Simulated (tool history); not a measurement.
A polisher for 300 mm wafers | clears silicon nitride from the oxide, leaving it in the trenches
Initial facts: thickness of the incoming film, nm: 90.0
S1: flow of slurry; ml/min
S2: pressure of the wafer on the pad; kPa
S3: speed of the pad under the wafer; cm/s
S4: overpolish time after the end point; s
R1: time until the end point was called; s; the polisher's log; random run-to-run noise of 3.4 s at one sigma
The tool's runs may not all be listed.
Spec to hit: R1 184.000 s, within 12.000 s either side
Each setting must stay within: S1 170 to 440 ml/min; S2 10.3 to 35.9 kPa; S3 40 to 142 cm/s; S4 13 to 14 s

run    day   S1    S2   S3  S4       R1
  1  0.000  280  22.8   90  13   90.151
  2  0.062  280  21.4   88  13   98.317
  3  0.288  280  21.4  104  13   86.210
  4  0.342  280  20.0  100  13   94.167
  5  0.692  280  18.6   96  13  102.240
     0.950  -- slurry nozzle cleaned
  6  0.950  280  18.6   88  13  107.270
  7  1.025  280  17.2   84  13  117.270
  8  1.104  280  16.5   80  13  132.820
  9  1.383  280  16.5   80  13  129.900
 10  1.721  280  15.9   78  13  138.560
 11  2.079  280  15.2   78  13  143.120
 12  2.446  280  14.5   78  13  149.210
 13  2.475  280  13.8   78  13  155.180

Which of these 5 next moves meets every target?
  A  2.504  305  11.0  68  13   ?
  B  2.504  230  10.3  80  13   ?
  C  2.504  300  10.3  76  14   ?
  D  2.504  320  11.0  84  13   ?
  E  2.504  225  13.8  52  13   ?

move       R1
   A  210.360
   B  203.440
   C  206.520
   D  179.730
   E  209.890
A: takes the result that was furthest off past its target
B: takes the result that was furthest off past its target
C: takes the result that was furthest off past its target
D: every result lands within tolerance
E: takes the result that was furthest off past its target
Go with D: it meets all targets.

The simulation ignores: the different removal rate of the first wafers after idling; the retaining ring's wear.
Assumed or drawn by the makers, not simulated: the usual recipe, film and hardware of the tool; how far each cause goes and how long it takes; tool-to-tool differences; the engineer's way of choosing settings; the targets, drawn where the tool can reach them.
